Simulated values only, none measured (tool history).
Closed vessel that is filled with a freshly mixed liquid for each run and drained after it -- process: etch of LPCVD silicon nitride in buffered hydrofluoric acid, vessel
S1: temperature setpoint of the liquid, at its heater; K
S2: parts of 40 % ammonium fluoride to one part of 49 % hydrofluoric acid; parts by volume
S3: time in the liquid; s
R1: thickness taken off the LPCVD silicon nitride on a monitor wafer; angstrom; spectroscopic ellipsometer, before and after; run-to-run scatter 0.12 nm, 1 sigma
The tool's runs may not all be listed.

Run 1, hour 0: S1 296.15 K, S2 9.5 parts by volume, S3 1000 s. Result: R1 155.38 angstrom.
Run 2, hour 7.9: S1 296.15 K, S2 9.5 parts by volume, S3 1000 s. Result: R1 157.6 angstrom.
Run 3, hour 15: S1 295.65 K, S2 9.5 parts by volume, S3 1000 s. Result: R1 155.39 angstrom.
Run 4, hour 19.2: S1 295.15 K, S2 9.5 parts by volume, S3 1000 s. Result: R1 150.96 angstrom.
Run 5, hour 23.7: S1 295.15 K, S2 8 parts by volume, S3 1000 s. Result: R1 176.2 angstrom.
Run 6, hour 30.5: S1 294.15 K, S2 8 parts by volume, S3 1000 s. Result: R1 167.57 angstrom.

What will run 7 give?
Run 7, hour 36.2: S1 293.15 K, S2 8 parts by volume, S3 1000 s. Result: R1 ?.

{"run 7": {"R1": 158.47}}

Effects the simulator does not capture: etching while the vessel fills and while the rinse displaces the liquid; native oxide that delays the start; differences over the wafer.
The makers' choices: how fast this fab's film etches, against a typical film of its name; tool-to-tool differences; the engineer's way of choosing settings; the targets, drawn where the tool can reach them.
